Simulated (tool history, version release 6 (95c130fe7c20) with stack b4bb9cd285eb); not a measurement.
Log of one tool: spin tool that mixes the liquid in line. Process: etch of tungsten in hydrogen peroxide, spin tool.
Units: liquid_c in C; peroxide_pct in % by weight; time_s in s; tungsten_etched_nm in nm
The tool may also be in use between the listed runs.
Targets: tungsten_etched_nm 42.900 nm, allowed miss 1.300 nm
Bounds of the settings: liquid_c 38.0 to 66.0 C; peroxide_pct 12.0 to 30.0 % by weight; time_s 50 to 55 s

run 1 hour=0.0 | liquid_c=54.0 peroxide_pct=21.5 time_s=50 | tungsten_etched_nm=112.830
run 2 hour=1.2 | liquid_c=59.5 peroxide_pct=21.5 time_s=50 | tungsten_etched_nm=154.030
run 3 hour=6.7 | liquid_c=57.5 peroxide_pct=21.5 time_s=50 | tungsten_etched_nm=137.750
run 4 hour=15.6 | liquid_c=57.5 peroxide_pct=19.0 time_s=50 | tungsten_etched_nm=130.350
run 5 hour=17.5 | liquid_c=54.0 peroxide_pct=19.0 time_s=50 | tungsten_etched_nm=105.820
run 6 hour=25.4 | liquid_c=52.5 peroxide_pct=19.0 time_s=50 | tungsten_etched_nm=97.520
run 7 hour=26.7 | liquid_c=51.0 peroxide_pct=19.0 time_s=50 | tungsten_etched_nm=90.666
run 8 hour=34.3 | liquid_c=49.5 peroxide_pct=19.0 time_s=50 | tungsten_etched_nm=80.673
run 9 hour=38.2 | liquid_c=48.5 peroxide_pct=19.0 time_s=50 | tungsten_etched_nm=77.299
run 10 hour=44.8 | liquid_c=47.5 peroxide_pct=19.0 time_s=50 | tungsten_etched_nm=71.621

4 next moves are on the table. One of them brings every result within its allowed miss. Which?
run A hour=51.4 | liquid_c=41.0 peroxide_pct=18.5 time_s=50 | tungsten_etched_nm=?
run B hour=51.4 | liquid_c=39.0 peroxide_pct=17.0 time_s=50 | tungsten_etched_nm=?
run C hour=51.4 | liquid_c=40.0 peroxide_pct=18.0 time_s=50 | tungsten_etched_nm=?
run D hour=51.4 | liquid_c=40.0 peroxide_pct=21.5 time_s=50 | tungsten_etched_nm=?

move=A tungsten_etched_nm=47.464
move=B tungsten_etched_nm=39.945
move=C tungsten_etched_nm=43.877
move=D tungsten_etched_nm=47.953
A: nearer than the last run, and not there yet
B: takes the result that was furthest off past its target
C: meets every target
D: nearer than the last run, and not there yet
The right move is C.
